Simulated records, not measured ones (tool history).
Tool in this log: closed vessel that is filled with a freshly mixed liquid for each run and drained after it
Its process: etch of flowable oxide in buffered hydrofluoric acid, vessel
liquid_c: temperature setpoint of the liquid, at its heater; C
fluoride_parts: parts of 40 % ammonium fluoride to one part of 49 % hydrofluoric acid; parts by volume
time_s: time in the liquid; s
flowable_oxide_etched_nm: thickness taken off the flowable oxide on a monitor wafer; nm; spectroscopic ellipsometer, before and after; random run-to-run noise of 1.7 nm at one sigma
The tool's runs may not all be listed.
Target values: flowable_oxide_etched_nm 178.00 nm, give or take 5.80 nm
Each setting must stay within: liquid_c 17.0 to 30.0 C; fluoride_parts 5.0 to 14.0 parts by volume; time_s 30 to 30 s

run 1 hour=0.0 | liquid_c=22.0 fluoride_parts=8.5 time_s=30 | flowable_oxide_etched_nm=119.40
run 2 hour=8.4 | liquid_c=23.5 fluoride_parts=8.5 time_s=30 | flowable_oxide_etched_nm=131.23
run 3 hour=11.8 | liquid_c=25.0 fluoride_parts=8.5 time_s=30 | flowable_oxide_etched_nm=141.42
run 4 hour=15.9 | liquid_c=26.0 fluoride_parts=8.5 time_s=30 | flowable_oxide_etched_nm=150.21
run 5 hour=23.8 | liquid_c=26.5 fluoride_parts=8.5 time_s=30 | flowable_oxide_etched_nm=156.25
run 6 hour=30.2 | liquid_c=26.5 fluoride_parts=10.5 time_s=30 | flowable_oxide_etched_nm=130.72
run 7 hour=36.1 | liquid_c=26.5 fluoride_parts=10.5 time_s=30 | flowable_oxide_etched_nm=129.82
run 8 hour=43.9 | liquid_c=27.5 fluoride_parts=10.0 time_s=30 | flowable_oxide_etched_nm=144.93
run 9 hour=49.0 | liquid_c=28.0 fluoride_parts=10.0 time_s=30 | flowable_oxide_etched_nm=146.77
run 10 hour=49.6 | liquid_c=28.5 fluoride_parts=10.0 time_s=30 | flowable_oxide_etched_nm=152.86
run 11 hour=51.0 | liquid_c=29.0 fluoride_parts=10.0 time_s=30 | flowable_oxide_etched_nm=154.39
run 12 hour=58.3 | liquid_c=29.5 fluoride_parts=9.5 time_s=30 | flowable_oxide_etched_nm=162.87

4 candidate next runs follow, results not yet known. Just one meets every target within its allowed miss. Identify it.
run A hour=65.6 | liquid_c=28.0 fluoride_parts=10.5 time_s=30 | flowable_oxide_etched_nm=?
run B hour=65.6 | liquid_c=29.0 fluoride_parts=9.0 time_s=30 | flowable_oxide_etched_nm=?
run C hour=65.6 | liquid_c=28.0 fluoride_parts=8.0 time_s=30 | flowable_oxide_etched_nm=?
run D hour=65.6 | liquid_c=29.0 fluoride_parts=9.5 time_s=30 | flowable_oxide_etched_nm=?

move=A flowable_oxide_etched_nm=138.78
move=B flowable_oxide_etched_nm=163.92
move=C flowable_oxide_etched_nm=176.64
move=D flowable_oxide_etched_nm=158.46
A: its largest miss is bigger than the last run's
B: moves toward the targets from the last run without getting all of them in spec
C: hits every target within its allowed miss
D: its largest miss is bigger than the last run's
Go with C: it meets all targets.
